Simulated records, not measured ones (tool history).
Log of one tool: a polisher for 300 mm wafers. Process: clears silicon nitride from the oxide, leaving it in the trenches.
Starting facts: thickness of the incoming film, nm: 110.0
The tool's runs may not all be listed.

run  hour  flow of slurry (ml/min)  pressure of the wafer on the pad (psi)  speed of the pad under the wafer (m/s)  overpolish time after the end point (s)  time until the end point was called (s)
  1   0.0                      165                                     3.4                                    0.88                                        5                                  122.240
  2   3.4                      165                                     3.4                                    0.80                                        5                                  138.170
  3   6.4                      165                                     3.4                                    0.68                                        5                                  159.290
  4  10.8                      165                                     3.4                                    0.68                                        5                                  156.880
  5  16.3                      170                                     4.0                                    0.76                                        5                                  119.070
  6  21.6                      150                                     4.0                                    0.76                                        5                                  123.170
  7  22.4                      160                                     4.4                                    0.80                                        5                                  105.000

Run 8 comes next. What will it give?
  8  31.1                      165                                     4.7                                    0.84                                        5                                        ?

{"run 8": {"time until the end point was called (s)": 94.391}}
